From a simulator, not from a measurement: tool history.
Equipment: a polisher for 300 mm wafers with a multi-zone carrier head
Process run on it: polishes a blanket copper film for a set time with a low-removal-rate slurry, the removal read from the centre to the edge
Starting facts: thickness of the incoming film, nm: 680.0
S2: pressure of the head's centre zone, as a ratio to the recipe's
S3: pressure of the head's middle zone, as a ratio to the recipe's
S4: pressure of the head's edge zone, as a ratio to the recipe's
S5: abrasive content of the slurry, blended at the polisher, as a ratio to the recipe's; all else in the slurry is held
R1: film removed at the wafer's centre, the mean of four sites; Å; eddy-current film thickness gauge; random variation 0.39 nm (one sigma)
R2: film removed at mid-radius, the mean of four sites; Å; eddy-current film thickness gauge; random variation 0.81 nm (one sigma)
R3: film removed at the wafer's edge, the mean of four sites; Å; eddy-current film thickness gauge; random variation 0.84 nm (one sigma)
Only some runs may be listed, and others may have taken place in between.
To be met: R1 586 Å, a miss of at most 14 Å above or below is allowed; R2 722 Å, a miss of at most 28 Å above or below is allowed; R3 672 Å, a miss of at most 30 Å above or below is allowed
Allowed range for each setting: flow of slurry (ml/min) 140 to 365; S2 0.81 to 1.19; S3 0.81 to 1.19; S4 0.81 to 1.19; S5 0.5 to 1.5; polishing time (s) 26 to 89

run 1 hour=0 | flow_of_slurry_(ml/min)=235 S2=1 S3=1 S4=1 S5=1 polishing_time_(s)=57 | R1=1000.7 R2=1000.6 R3=1033.2
run 2 hour=6.9 | flow_of_slurry_(ml/min)=235 S2=1 S3=1 S4=1 S5=1.15 polishing_time_(s)=57 | R1=1040.8 R2=1031.9 R3=1065.8
run 3 hour=9.5 | flow_of_slurry_(ml/min)=235 S2=1 S3=1 S4=1 S5=1.15 polishing_time_(s)=66 | R1=1199.9 R2=1192.5 R3=1227.4
run 4 hour=15.3 | flow_of_slurry_(ml/min)=230 S2=0.98 S3=1 S4=0.98 S5=1.05 polishing_time_(s)=62 | R1=1088.2 R2=1084.2 R3=1095.3
run 5 hour=16.9 | flow_of_slurry_(ml/min)=230 S2=0.94 S3=1 S4=0.98 S5=1.05 polishing_time_(s)=62 | R1=1034.8 R2=1114.7 R3=1110
run 6 hour=19.7 | flow_of_slurry_(ml/min)=225 S2=0.92 S3=1 S4=0.97 S5=0.95 polishing_time_(s)=59 | R1=941.26 R2=1027.2 R3=1021
run 7 hour=26.1 | flow_of_slurry_(ml/min)=220 S2=0.9 S3=1 S4=0.96 S5=0.9 polishing_time_(s)=57 | R1=872.66 R2=961.95 R3=944.35
run 8 hour=27.3 | flow_of_slurry_(ml/min)=215 S2=0.89 S3=1 S4=0.96 S5=0.85 polishing_time_(s)=55 | R1=817.13 R2=928.27 R3=916.18

Pick the move, out of 4, that brings all results within their allowed miss; only one does.
run A hour=28.5 | flow_of_slurry_(ml/min)=140 S2=0.89 S3=1.01 S4=0.93 S5=0.8 polishing_time_(s)=44 | R1=? R2=? R3=?
run B hour=28.5 | flow_of_slurry_(ml/min)=215 S2=1.03 S3=0.87 S4=0.94 S5=0.75 polishing_time_(s)=53 | R1=? R2=? R3=?
run C hour=28.5 | flow_of_slurry_(ml/min)=235 S2=0.85 S3=1.06 S4=0.94 S5=0.9 polishing_time_(s)=40 | R1=? R2=? R3=?
run D hour=28.5 | flow_of_slurry_(ml/min)=140 S2=0.9 S3=1.01 S4=0.81 S5=0.85 polishing_time_(s)=46 | R1=? R2=? R3=?

move=A R1=583.65 R2=669.12 R3=655.4
move=B R1=877.95 R2=759.08 R3=829.04
move=C R1=585.78 R2=724.15 R3=665.67
move=D R1=628.45 R2=712.48 R3=655.66
A: puts the biggest miss on target and leaves a different result outside tolerance
B: lands further from the targets than the last run did
C: every result lands within tolerance
D: gains on the last run, yet a result remains outside its allowed miss
Answer: C
